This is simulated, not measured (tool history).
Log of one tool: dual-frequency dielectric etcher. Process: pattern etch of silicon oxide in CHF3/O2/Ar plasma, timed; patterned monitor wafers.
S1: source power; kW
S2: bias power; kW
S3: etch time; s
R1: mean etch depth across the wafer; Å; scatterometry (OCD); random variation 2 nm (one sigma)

{"run": 1, "hour": 0.0, "S1": 0.77, "S2": 0.165, "S3": 228, "R1": 5219}
{"run": 2, "hour": 1.2, "S1": 0.72, "S2": 0.155, "S3": 226.5, "R1": 4847.3}
{"run": 3, "hour": 6.2, "S1": 0.72, "S2": 0.155, "S3": 210, "R1": 4507.8}
{"run": 4, "hour": 13.9, "S1": 0.72, "S2": 0.155, "S3": 210, "R1": 4554.5}
{"run": 5, "hour": 19.2, "S1": 0.69, "S2": 0.154, "S3": 210, "R1": 4376.5}
{"run": 6, "hour": 24.0, "S1": 0.68, "S2": 0.154, "S3": 210, "R1": 4348.4}
{"run": 7, "hour": 29.6, "S1": 0.67, "S2": 0.154, "S3": 210, "R1": 4314.1}

The next listed run, before its measurement:
{"run": 8, "hour": 30.6, "S1": 0.55, "S2": 0.15, "S3": 210, "R1": "?"}

{"run 8": {"R1": 3824.8}}
